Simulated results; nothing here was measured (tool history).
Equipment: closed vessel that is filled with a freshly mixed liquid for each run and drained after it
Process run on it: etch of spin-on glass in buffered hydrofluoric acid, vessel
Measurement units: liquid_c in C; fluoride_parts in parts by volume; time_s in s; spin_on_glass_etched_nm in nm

| run | hour | liquid_c | fluoride_parts | time_s | spin_on_glass_etched_nm |
|---|---|---|---|---|---|
| 1 | 0 | 23 | 20.5 | 95 | 177.63 |
| 2 | 7.7 | 23 | 20.5 | 105 | 197.8 |
| 3 | 11.8 | 21.5 | 20.5 | 105 | 181.77 |
| 4 | 17.4 | 21 | 20.5 | 105 | 175.02 |
| 5 | 24.3 | 20.5 | 20.5 | 105 | 171.15 |
| 6 | 27.8 | 20.5 | 20.5 | 105 | 171.41 |
| 7 | 34.7 | 20 | 20.5 | 105 | 166.49 |
| 8 | 41.2 | 19.5 | 20.5 | 105 | 163.08 |

The next listed run, before its measurement:
| 9 | 47.7 | 19 | 20.5 | 105 | ? |

Run 9 came out at spin_on_glass_etched_nm 158.35 nm.
